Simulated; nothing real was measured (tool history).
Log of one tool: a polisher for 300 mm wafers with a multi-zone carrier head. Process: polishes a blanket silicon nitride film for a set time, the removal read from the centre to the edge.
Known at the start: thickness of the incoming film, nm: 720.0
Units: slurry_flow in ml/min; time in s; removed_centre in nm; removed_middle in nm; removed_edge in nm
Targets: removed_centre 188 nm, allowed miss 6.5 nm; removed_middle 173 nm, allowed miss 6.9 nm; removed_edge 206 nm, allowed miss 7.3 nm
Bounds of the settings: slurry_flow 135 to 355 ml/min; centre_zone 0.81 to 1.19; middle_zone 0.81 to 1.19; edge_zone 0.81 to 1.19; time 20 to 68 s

run	hour	slurry_flow	centre_zone	middle_zone	edge_zone	time	removed_centre	removed_middle	removed_edge
1	0	225	1	1	1	44	140.57	137.96	137.14
2	5.1	225	1	1.05	1	44	143.87	145.16	136.86
3	12.4	225	1	1.03	1.03	46	148.35	147.91	145.22
4	19.5	225	1	1.01	1.05	48	156.75	150.05	150.96
5	22.9	175	1	1.01	1.05	48	147.73	142.09	145.57
6	29.3	190	0.99	0.99	1.07	50	152.72	152.68	157.32
7	37.5	205	0.99	0.97	1.09	51	160.17	155.08	161.6
8	38	140	0.94	0.87	1.19	63	175.88	164.16	196.59
9	46.9	145	0.94	0.87	1.19	63	177.82	160.02	198.04
10	48.9	150	0.94	0.88	1.19	63	178.44	165.73	200.19
11	55.5	155	0.94	0.88	1.19	63	178.16	168.2	203.12
12	59.8	155	0.94	0.88	1.19	63	180.89	168.09	197.53
13	60.8	150	0.94	0.88	1.19	64	180.5	170.1	204.29

5 next moves are on the table. One of them brings every result within its allowed miss. Which?
A	61.8	175	0.89	0.86	1.18	64	?	?	?
B	61.8	145	1.03	0.82	1.19	65	?	?	?
C	61.8	160	0.95	0.89	1.19	65	?	?	?
D	61.8	145	0.85	0.86	1.19	66	?	?	?
E	61.8	135	0.94	0.81	1.19	66	?	?	?

move	removed_centre	removed_middle	removed_edge
A	177.69	170.64	207.79
B	200.63	160.67	206.47
C	189.24	175.36	209.21
D	168.07	169.81	209.54
E	182.6	159.1	207.37
A: further off than the last run
B: takes the result that was furthest off past its target
C: meets every target
D: further off than the last run
E: brings the result that was furthest off to its target, and leaves another outside
Move C is the one to make.
